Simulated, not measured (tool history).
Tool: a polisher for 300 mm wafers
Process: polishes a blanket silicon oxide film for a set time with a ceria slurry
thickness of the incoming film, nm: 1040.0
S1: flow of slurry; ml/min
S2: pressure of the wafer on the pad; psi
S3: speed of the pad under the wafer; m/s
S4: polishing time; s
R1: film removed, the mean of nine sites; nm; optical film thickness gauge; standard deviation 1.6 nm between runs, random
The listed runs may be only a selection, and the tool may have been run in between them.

Run 1, hour 0: S1 175 ml/min, S2 2.5 psi, S3 1.14 m/s, S4 50 s. Result: R1 232.03 nm.
Run 2, hour 5.4: S1 215 ml/min, S2 2.5 psi, S3 1.14 m/s, S4 50 s. Result: R1 244.26 nm.
Run 3, hour 12.4: S1 210 ml/min, S2 2.4 psi, S3 1.14 m/s, S4 50 s. Result: R1 227.06 nm.
Run 4, hour 15.3: S1 210 ml/min, S2 2.3 psi, S3 1.14 m/s, S4 50 s. Result: R1 229.33 nm.
Run 5, hour 16.9: S1 210 ml/min, S2 2.1 psi, S3 1.14 m/s, S4 50 s. Result: R1 206.92 nm.
Run 6, hour 24.8: S1 210 ml/min, S2 2 psi, S3 1.14 m/s, S4 50 s. Result: R1 196.24 nm.

Estimate the outcome of run 7 from the log above:
Run 7, hour 27.8: S1 210 ml/min, S2 1.9 psi, S3 1.14 m/s, S4 50 s. Result: R1 ?.

{"run 7": {"R1": 182.88}}

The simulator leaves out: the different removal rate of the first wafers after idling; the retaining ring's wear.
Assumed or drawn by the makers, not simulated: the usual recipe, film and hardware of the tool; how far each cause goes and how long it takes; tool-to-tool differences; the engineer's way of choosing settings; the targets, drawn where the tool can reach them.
